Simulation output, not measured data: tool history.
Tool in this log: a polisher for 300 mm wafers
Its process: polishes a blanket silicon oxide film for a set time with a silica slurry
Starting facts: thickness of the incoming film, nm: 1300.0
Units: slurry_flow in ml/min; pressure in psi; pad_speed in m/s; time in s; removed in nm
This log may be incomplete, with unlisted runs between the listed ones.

Run 1, hour 0: slurry_flow 250 ml/min, pressure 5.3 psi, pad_speed 0.96 m/s, slurry_solids 1, time 49 s. Result: removed 215.56 nm.
Run 2, hour 4: slurry_flow 250 ml/min, pressure 5.3 psi, pad_speed 0.96 m/s, slurry_solids 0.9, time 49 s. Result: removed 204.02 nm.
Run 3, hour 11.1: slurry_flow 250 ml/min, pressure 5.3 psi, pad_speed 1.06 m/s, slurry_solids 0.9, time 49 s. Result: removed 214.57 nm.
Run 4, hour 14.3: slurry_flow 250 ml/min, pressure 4.5 psi, pad_speed 0.98 m/s, slurry_solids 0.9, time 49 s. Result: removed 181.28 nm.
Run 5, hour 20.7: slurry_flow 250 ml/min, pressure 4.5 psi, pad_speed 1.22 m/s, slurry_solids 0.9, time 49 s. Result: removed 212.01 nm.
Run 6, hour 29.5: slurry_flow 250 ml/min, pressure 4.5 psi, pad_speed 1.4 m/s, slurry_solids 0.9, time 49 s. Result: removed 234.05 nm.
Run 7, hour 38.5: slurry_flow 250 ml/min, pressure 3.9 psi, pad_speed 1.22 m/s, slurry_solids 0.85, time 49 s. Result: removed 177.76 nm.
Run 8, hour 40.2: slurry_flow 250 ml/min, pressure 3.5 psi, pad_speed 1.14 m/s, slurry_solids 0.85, time 49 s. Result: removed 156.58 nm.
Run 9, hour 45.8: slurry_flow 250 ml/min, pressure 3.5 psi, pad_speed 1.14 m/s, slurry_solids 0.85, time 49 s. Result: removed 157.92 nm.

What does the tool deliver on the next run?
Run 10, hour 52.6: slurry_flow 250 ml/min, pressure 3.2 psi, pad_speed 1.06 m/s, slurry_solids 0.85, time 49 s. Result: removed ?.

Run 10 came out at removed 136.36 nm.
